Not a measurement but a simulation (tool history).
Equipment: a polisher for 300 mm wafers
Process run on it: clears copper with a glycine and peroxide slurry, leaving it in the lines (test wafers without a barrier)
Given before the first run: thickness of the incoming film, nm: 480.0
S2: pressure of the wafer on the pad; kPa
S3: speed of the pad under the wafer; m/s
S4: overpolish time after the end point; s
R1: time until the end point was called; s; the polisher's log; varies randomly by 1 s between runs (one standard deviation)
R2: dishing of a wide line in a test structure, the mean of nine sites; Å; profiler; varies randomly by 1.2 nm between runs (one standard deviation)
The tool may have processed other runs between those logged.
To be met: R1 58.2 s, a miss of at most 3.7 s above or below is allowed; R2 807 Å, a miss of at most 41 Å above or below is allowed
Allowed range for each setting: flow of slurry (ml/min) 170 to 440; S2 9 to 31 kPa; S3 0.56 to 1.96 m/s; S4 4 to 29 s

{"run": 1, "day": 0.0, "flow of slurry (ml/min)": 280, "S2": 20, "S3": 1.26, "S4": 15, "R1": 82.229, "R2": 521.06}
{"run": 2, "day": 0.317, "flow of slurry (ml/min)": 225, "S2": 20, "S3": 1.26, "S4": 15, "R1": 86.105, "R2": 515.81}
{"run": 3, "day": 0.4, "flow of slurry (ml/min)": 225, "S2": 22.8, "S3": 1.26, "S4": 15, "R1": 76.427, "R2": 556.64}
{"run": 4, "day": 0.654, "flow of slurry (ml/min)": 225, "S2": 22.8, "S3": 1.1, "S4": 15, "R1": 85.956, "R2": 529.84}
{"day": 1.012, "done": "slurry nozzle cleaned"}
{"run": 5, "day": 1.012, "flow of slurry (ml/min)": 225, "S2": 24.1, "S3": 1.12, "S4": 16, "R1": 71.934, "R2": 606.96}
{"run": 6, "day": 1.242, "flow of slurry (ml/min)": 290, "S2": 24.1, "S3": 1.12, "S4": 16, "R1": 69.694, "R2": 605.34}
{"run": 7, "day": 1.521, "flow of slurry (ml/min)": 290, "S2": 24.1, "S3": 1.12, "S4": 16, "R1": 70.343, "R2": 616.04}
{"run": 8, "day": 1.838, "flow of slurry (ml/min)": 290, "S2": 24.8, "S3": 1.12, "S4": 17, "R1": 70.049, "R2": 653.99}
{"run": 9, "day": 2.175, "flow of slurry (ml/min)": 290, "S2": 30.3, "S3": 1.16, "S4": 19, "R1": 58.474, "R2": 758.39}

Which single option among these 5 for the next run brings every result within its allowed miss of target? Just one does.
{"run": "A", "day": 2.512, "flow of slurry (ml/min)": 330, "S2": 30.3, "S3": 1.1, "S4": 18, "R1": "?", "R2": "?"}
{"run": "B", "day": 2.512, "flow of slurry (ml/min)": 220, "S2": 29, "S3": 1.3, "S4": 16, "R1": "?", "R2": "?"}
{"run": "C", "day": 2.512, "flow of slurry (ml/min)": 305, "S2": 31, "S3": 1.36, "S4": 27, "R1": "?", "R2": "?"}
{"run": "D", "day": 2.512, "flow of slurry (ml/min)": 295, "S2": 30.3, "S3": 1.36, "S4": 24, "R1": "?", "R2": "?"}
{"run": "E", "day": 2.512, "flow of slurry (ml/min)": 310, "S2": 31, "S3": 1.06, "S4": 21, "R1": "?", "R2": "?"}

move=A R1=56.841 R2=736.54
move=B R1=55.786 R2=694.26
move=C R1=49.057 R2=915.36
move=D R1=50.212 R2=874
move=E R1=57.317 R2=792.53
A: lands further from the targets than the last run did
B: lands further from the targets than the last run did
C: takes the biggest miss from the last run beyond its target
D: takes the biggest miss from the last run beyond its target
E: every result within its allowed miss
Move E is the one to make.
